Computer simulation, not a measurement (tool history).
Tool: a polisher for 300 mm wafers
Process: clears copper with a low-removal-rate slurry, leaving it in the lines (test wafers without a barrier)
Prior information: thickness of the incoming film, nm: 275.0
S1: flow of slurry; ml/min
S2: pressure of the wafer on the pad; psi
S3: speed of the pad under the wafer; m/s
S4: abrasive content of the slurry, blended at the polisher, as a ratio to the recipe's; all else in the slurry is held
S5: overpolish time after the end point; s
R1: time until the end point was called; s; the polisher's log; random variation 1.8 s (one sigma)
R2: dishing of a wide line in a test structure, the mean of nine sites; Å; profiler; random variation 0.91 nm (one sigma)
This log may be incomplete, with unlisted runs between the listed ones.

Run 1, hour 0.0: S1 210 ml/min, S2 3.3 psi, S3 1.04 m/s, S4 1.0, S5 26 s. Result: R1 97.071 s, R2 471.51 Å.
Run 2, hour 2.9: S1 210 ml/min, S2 2.6 psi, S3 1.04 m/s, S4 1.0, S5 26 s. Result: R1 122.170 s, R2 420.80 Å.
Run 3, hour 4.7: S1 210 ml/min, S2 2.5 psi, S3 1.04 m/s, S4 1.0, S5 25 s. Result: R1 127.490 s, R2 379.66 Å.
Run 4, hour 12.4: S1 210 ml/min, S2 2.5 psi, S3 0.86 m/s, S4 1.0, S5 25 s. Result: R1 148.530 s, R2 318.53 Å.
Run 5, hour 14.4: S1 210 ml/min, S2 2.5 psi, S3 0.86 m/s, S4 1.0, S5 26 s. Result: R1 148.890 s, R2 330.63 Å.
At hour 23.0: slurry blender recalibrated.
Run 6, hour 23.0: S1 210 ml/min, S2 2.5 psi, S3 1.08 m/s, S4 1.0, S5 26 s. Result: R1 114.620 s, R2 428.79 Å.
Run 7, hour 24.1: S1 210 ml/min, S2 2.3 psi, S3 1.08 m/s, S4 1.0, S5 26 s. Result: R1 124.310 s, R2 406.98 Å.
Run 8, hour 29.7: S1 210 ml/min, S2 2.2 psi, S3 1.08 m/s, S4 1.0, S5 26 s. Result: R1 126.800 s, R2 402.72 Å.

Run 9, settings as shown, results not yet in. Your forecast:
Run 9, hour 34.4: S1 210 ml/min, S2 2.1 psi, S3 1.08 m/s, S4 1.0, S5 26 s. Result: R1 ?, R2 ?.

{"run 9": {"R1": 134.76, "R2": 364.85}}

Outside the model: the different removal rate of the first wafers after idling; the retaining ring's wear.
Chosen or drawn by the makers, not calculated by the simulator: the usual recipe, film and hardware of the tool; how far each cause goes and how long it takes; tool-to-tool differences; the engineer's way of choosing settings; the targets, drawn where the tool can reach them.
